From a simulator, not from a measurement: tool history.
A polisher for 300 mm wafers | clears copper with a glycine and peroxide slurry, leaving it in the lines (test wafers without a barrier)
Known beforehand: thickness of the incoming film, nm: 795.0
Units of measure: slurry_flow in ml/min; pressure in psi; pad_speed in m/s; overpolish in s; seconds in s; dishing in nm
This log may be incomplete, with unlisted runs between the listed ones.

{"run": 1, "hour": 0.0, "slurry_flow": 230, "pressure": 2.6, "pad_speed": 1.18, "overpolish": 18, "seconds": 136.4, "dishing": 54.591}
{"run": 2, "hour": 7.0, "slurry_flow": 230, "pressure": 2.6, "pad_speed": 1.18, "overpolish": 21, "seconds": 136.08, "dishing": 58.079}
{"run": 3, "hour": 14.2, "slurry_flow": 200, "pressure": 2.6, "pad_speed": 1.18, "overpolish": 21, "seconds": 137.92, "dishing": 58.22}
{"run": 4, "hour": 16.7, "slurry_flow": 200, "pressure": 2.4, "pad_speed": 1.18, "overpolish": 21, "seconds": 144.51, "dishing": 55.14}
{"run": 5, "hour": 23.9, "slurry_flow": 200, "pressure": 2.8, "pad_speed": 1.18, "overpolish": 21, "seconds": 131.98, "dishing": 59.995}
{"run": 6, "hour": 26.8, "slurry_flow": 205, "pressure": 2.5, "pad_speed": 1.18, "overpolish": 18, "seconds": 141.91, "dishing": 52.243}

Run 7, settings as shown, results not yet in. Your forecast:
{"run": 7, "hour": 30.3, "slurry_flow": 205, "pressure": 2.3, "pad_speed": 1.18, "overpolish": 15, "seconds": "?", "dishing": "?"}

seconds: 149.38 s
dishing: 43.645 nm
